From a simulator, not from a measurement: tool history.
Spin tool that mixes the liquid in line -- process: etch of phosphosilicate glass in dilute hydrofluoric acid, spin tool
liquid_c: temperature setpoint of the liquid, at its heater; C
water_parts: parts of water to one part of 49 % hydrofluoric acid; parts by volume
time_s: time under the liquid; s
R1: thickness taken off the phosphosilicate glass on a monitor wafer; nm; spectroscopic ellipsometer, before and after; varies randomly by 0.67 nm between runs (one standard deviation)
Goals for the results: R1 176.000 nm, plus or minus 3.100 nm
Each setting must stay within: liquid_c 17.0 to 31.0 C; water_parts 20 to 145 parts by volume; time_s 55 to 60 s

{"run": 1, "day": 0.0, "liquid_c": 23.0, "water_parts": 80, "time_s": 55, "R1": 86.536}
{"run": 2, "day": 0.183, "liquid_c": 23.0, "water_parts": 100, "time_s": 55, "R1": 67.631}
{"run": 3, "day": 0.3, "liquid_c": 25.0, "water_parts": 90, "time_s": 55, "R1": 83.126}
{"run": 4, "day": 0.371, "liquid_c": 27.5, "water_parts": 90, "time_s": 55, "R1": 90.378}
{"run": 5, "day": 0.454, "liquid_c": 28.5, "water_parts": 80, "time_s": 55, "R1": 108.63}
{"run": 6, "day": 0.812, "liquid_c": 29.0, "water_parts": 75, "time_s": 55, "R1": 118.38}
{"run": 7, "day": 1.075, "liquid_c": 29.5, "water_parts": 70, "time_s": 55, "R1": 130.2}
{"run": 8, "day": 1.379, "liquid_c": 30.0, "water_parts": 65, "time_s": 55, "R1": 144.98}
{"run": 9, "day": 1.667, "liquid_c": 30.0, "water_parts": 60, "time_s": 55, "R1": 156.91}

Below are 4 possible settings for the next run. Only one of them brings all results inside the allowed miss of their targets. Which is it?
{"run": "A", "day": 1.954, "liquid_c": 30.5, "water_parts": 55, "time_s": 55, "R1": "?"}
{"run": "B", "day": 1.954, "liquid_c": 29.5, "water_parts": 55, "time_s": 60, "R1": "?"}
{"run": "C", "day": 1.954, "liquid_c": 26.5, "water_parts": 45, "time_s": 55, "R1": "?"}
{"run": "D", "day": 1.954, "liquid_c": 29.0, "water_parts": 50, "time_s": 55, "R1": "?"}

move=A R1=175.510
move=B R1=184.110
move=C R1=185.560
move=D R1=183.330
A: all results in spec
B: carries the result that was furthest off beyond its target, to the other side
C: carries the result that was furthest off beyond its target, to the other side
D: carries the result that was furthest off beyond its target, to the other side
A meets every target.
